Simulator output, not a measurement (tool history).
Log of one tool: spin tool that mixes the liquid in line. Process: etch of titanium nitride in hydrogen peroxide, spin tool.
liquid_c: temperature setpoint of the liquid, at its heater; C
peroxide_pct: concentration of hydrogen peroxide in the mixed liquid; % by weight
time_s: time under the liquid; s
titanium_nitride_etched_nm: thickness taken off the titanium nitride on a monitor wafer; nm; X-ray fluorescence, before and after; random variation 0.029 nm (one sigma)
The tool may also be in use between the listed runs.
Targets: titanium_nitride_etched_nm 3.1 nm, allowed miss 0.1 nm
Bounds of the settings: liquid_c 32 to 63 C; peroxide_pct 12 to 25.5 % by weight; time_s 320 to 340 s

run  hour  liquid_c  peroxide_pct  time_s  titanium_nitride_etched_nm
  1     0        47          17.5     320                      7.1549
  2   2.7        47          17.5     340                      7.6199
  3  10.8      43.5          17.5     340                      5.7881
  4  18.6      43.5          19.5     340                      6.0811
  5  19.7      43.5          19.5     320                       5.652
  6  23.4      41.5          19.5     320                      4.9586
  7  27.9      39.5          19.5     320                      4.1856
  8  35.6      38.5          19.5     320                      3.8509
  9  41.8      37.5          19.5     320                      3.5464
 10  45.1        37          19.5     320                       3.415
 11  53.3      36.5          19.5     320                      3.3351

Which of these 4 next moves meets every target?
  A  61.5        37          20.5     320                           ?
  B  61.5        39            14     340                           ?
  C  61.5        35          19.5     335                           ?
  D  61.5        38          20.5     325                           ?

move  titanium_nitride_etched_nm
   A                      3.4706
   B                      3.9746
   C                      3.0697
   D                      3.8114
A: further off than the last run
B: further off than the last run
C: meets every target
D: further off than the last run
Move C is the one to make.
